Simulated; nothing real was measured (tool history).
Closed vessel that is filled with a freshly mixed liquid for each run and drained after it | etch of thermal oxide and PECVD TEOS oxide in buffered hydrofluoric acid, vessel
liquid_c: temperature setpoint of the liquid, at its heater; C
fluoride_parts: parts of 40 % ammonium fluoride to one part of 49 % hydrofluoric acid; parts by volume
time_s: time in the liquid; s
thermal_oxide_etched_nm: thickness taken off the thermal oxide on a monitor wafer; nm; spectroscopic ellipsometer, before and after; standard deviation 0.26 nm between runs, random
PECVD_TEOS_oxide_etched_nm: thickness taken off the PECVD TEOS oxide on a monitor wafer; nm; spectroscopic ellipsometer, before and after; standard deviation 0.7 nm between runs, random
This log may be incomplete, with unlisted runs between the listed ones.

run 1 hour=0 | liquid_c=23 fluoride_parts=18.5 time_s=60 | thermal_oxide_etched_nm=35.303 PECVD_TEOS_oxide_etched_nm=55.602
run 2 hour=5.3 | liquid_c=23 fluoride_parts=18.5 time_s=75 | thermal_oxide_etched_nm=43.674 PECVD_TEOS_oxide_etched_nm=69.187
run 3 hour=13 | liquid_c=24 fluoride_parts=18.5 time_s=75 | thermal_oxide_etched_nm=46.625 PECVD_TEOS_oxide_etched_nm=74.092
run 4 hour=17.5 | liquid_c=25 fluoride_parts=18.5 time_s=75 | thermal_oxide_etched_nm=49.515 PECVD_TEOS_oxide_etched_nm=77.25
run 5 hour=24.6 | liquid_c=25 fluoride_parts=21.5 time_s=75 | thermal_oxide_etched_nm=43.224 PECVD_TEOS_oxide_etched_nm=67.608
run 6 hour=28.4 | liquid_c=26 fluoride_parts=21.5 time_s=75 | thermal_oxide_etched_nm=45.737 PECVD_TEOS_oxide_etched_nm=72.929
run 7 hour=34.4 | liquid_c=27 fluoride_parts=21.5 time_s=75 | thermal_oxide_etched_nm=48.198 PECVD_TEOS_oxide_etched_nm=75.718
run 8 hour=38.6 | liquid_c=27.5 fluoride_parts=21.5 time_s=75 | thermal_oxide_etched_nm=49.525 PECVD_TEOS_oxide_etched_nm=79.385
run 9 hour=45.2 | liquid_c=28 fluoride_parts=21.5 time_s=75 | thermal_oxide_etched_nm=50.877 PECVD_TEOS_oxide_etched_nm=80.422

What does the tool deliver on the next run?
run 10 hour=49.1 | liquid_c=28.5 fluoride_parts=21.5 time_s=75 | thermal_oxide_etched_nm=? PECVD_TEOS_oxide_etched_nm=?

thermal_oxide_etched_nm: 52.285 nm
PECVD_TEOS_oxide_etched_nm: 82.656 nm
